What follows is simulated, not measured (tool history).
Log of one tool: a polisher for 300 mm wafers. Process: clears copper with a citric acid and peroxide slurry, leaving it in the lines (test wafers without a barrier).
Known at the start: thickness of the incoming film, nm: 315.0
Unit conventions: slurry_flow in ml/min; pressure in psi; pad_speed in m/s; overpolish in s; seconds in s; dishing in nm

run	hour	slurry_flow	pressure	pad_speed	slurry_solids	overpolish	seconds	dishing
1	0.0	220	2.6	1.20	1.00	11	113.30	21.308
2	1.7	220	2.6	1.20	1.00	8	115.34	15.740
3	9.2	220	2.6	1.20	1.10	8	110.16	16.094
4	11.4	215	2.4	1.14	1.05	9	126.97	16.488
# hour 13.9: head pressure recalibrated
5	13.9	215	2.3	1.08	1.05	9	148.36	14.061
6	21.1	215	2.2	1.06	1.05	10	162.87	14.638
7	24.5	215	2.2	1.06	1.05	10	162.98	13.928

The next listed run, before its measurement:
8	32.4	215	2.1	1.06	1.05	11	?	?

Run 8 yielded seconds 158.92 s, dishing 14.729 nm.
